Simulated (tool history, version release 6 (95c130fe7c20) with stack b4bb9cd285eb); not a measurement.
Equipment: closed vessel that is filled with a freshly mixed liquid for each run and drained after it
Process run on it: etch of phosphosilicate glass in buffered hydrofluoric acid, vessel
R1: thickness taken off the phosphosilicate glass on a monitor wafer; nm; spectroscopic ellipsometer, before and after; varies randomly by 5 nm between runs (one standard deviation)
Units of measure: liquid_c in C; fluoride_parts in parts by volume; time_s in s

run 1 hour=0 | liquid_c=21 fluoride_parts=13 time_s=100 | R1=308.58
run 2 hour=8.9 | liquid_c=21 fluoride_parts=10 time_s=100 | R1=389.28
run 3 hour=9.9 | liquid_c=21 fluoride_parts=13 time_s=100 | R1=302.41
run 4 hour=18.6 | liquid_c=23.5 fluoride_parts=12 time_s=100 | R1=381
run 5 hour=24 | liquid_c=21 fluoride_parts=12 time_s=100 | R1=327.25
run 6 hour=29.3 | liquid_c=23.5 fluoride_parts=11.5 time_s=100 | R1=390.17

Run 7, settings as shown, results not yet in. Your forecast:
run 7 hour=30.5 | liquid_c=25.5 fluoride_parts=11 time_s=100 | R1=?

Run 7 gave R1 459.67 nm.
